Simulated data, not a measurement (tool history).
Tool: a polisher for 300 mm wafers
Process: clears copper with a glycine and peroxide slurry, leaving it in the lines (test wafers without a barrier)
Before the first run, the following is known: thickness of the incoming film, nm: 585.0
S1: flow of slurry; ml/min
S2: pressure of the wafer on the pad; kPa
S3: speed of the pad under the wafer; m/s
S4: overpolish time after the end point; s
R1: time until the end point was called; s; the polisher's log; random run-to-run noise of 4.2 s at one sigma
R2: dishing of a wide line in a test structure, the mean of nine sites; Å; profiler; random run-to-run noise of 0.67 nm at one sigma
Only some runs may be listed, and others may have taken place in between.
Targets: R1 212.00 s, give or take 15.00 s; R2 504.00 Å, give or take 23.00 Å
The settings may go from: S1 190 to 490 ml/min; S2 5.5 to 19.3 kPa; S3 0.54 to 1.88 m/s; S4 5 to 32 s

run	hour	S1	S2	S3	S4	R1	R2
1	0.0	315	12.4	1.20	16	137.43	424.27
2	7.1	315	12.4	1.38	16	124.26	465.92
3	15.5	315	12.4	1.38	13	124.67	390.83
4	18.9	315	11.0	1.34	16	140.99	424.10
5	23.4	315	9.7	1.34	18	157.42	431.39
6	27.7	380	9.7	1.34	18	156.43	435.10
7	34.7	380	9.0	1.34	20	160.61	445.07
8	40.5	375	8.3	1.32	22	179.19	464.88
9	45.5	370	6.2	1.30	26	217.08	425.66
10	49.9	375	6.2	1.30	27	215.78	459.56

5 candidate next runs follow, results not yet known. Just one meets every target within its allowed miss. Identify it.
A	54.3	350	5.5	1.50	31	?	?
B	54.3	345	7.6	1.16	32	?	?
C	54.3	275	7.6	1.18	32	?	?
D	54.3	320	6.9	0.98	26	?	?
E	54.3	400	5.5	1.32	25	?	?

move	R1	R2
A	210.06	496.59
B	201.69	540.07
C	202.20	538.41
D	240.75	398.79
E	226.67	397.61
A: every result within its allowed miss
B: takes the result that was furthest off past its target
C: takes the result that was furthest off past its target
D: moves away from the targets compared with the last run
E: moves away from the targets compared with the last run
Go with A: it meets all targets.
